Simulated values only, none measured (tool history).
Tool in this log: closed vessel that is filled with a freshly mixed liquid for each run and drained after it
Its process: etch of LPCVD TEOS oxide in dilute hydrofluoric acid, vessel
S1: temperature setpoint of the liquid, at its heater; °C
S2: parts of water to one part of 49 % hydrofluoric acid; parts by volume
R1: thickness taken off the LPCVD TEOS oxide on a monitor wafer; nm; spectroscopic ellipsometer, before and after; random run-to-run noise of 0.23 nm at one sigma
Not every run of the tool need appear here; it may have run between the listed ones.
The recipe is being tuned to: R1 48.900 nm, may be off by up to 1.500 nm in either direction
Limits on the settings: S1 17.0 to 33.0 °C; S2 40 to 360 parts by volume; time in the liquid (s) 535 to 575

run 1 hour=0.0 | S1=25.0 S2=200 time_in_the_liquid_(s)=535 | R1=79.653
run 2 hour=2.0 | S1=23.5 S2=210 time_in_the_liquid_(s)=535 | R1=70.601
run 3 hour=3.7 | S1=22.0 S2=215 time_in_the_liquid_(s)=535 | R1=65.647
run 4 hour=4.3 | S1=20.5 S2=215 time_in_the_liquid_(s)=535 | R1=62.013
run 5 hour=13.2 | S1=20.5 S2=215 time_in_the_liquid_(s)=535 | R1=61.961
run 6 hour=14.1 | S1=19.0 S2=215 time_in_the_liquid_(s)=535 | R1=58.757
run 7 hour=16.3 | S1=18.5 S2=220 time_in_the_liquid_(s)=535 | R1=56.365
run 8 hour=22.4 | S1=18.0 S2=225 time_in_the_liquid_(s)=535 | R1=54.060
run 9 hour=25.2 | S1=18.0 S2=230 time_in_the_liquid_(s)=535 | R1=52.061

4 next moves are on the table. One of them brings every result within its allowed miss. Which?
run A hour=28.0 | S1=18.0 S2=220 time_in_the_liquid_(s)=540 | R1=?
run B hour=28.0 | S1=18.0 S2=245 time_in_the_liquid_(s)=545 | R1=?
run C hour=28.0 | S1=19.0 S2=230 time_in_the_liquid_(s)=555 | R1=?
run D hour=28.0 | S1=17.0 S2=215 time_in_the_liquid_(s)=535 | R1=?

move=A R1=55.855
move=B R1=49.454
move=C R1=56.508
move=D R1=54.726
A: the biggest miss grows against the last run
B: meets every target
C: the biggest miss grows against the last run
D: the biggest miss grows against the last run
So the answer is move B, the one that meets all the targets.
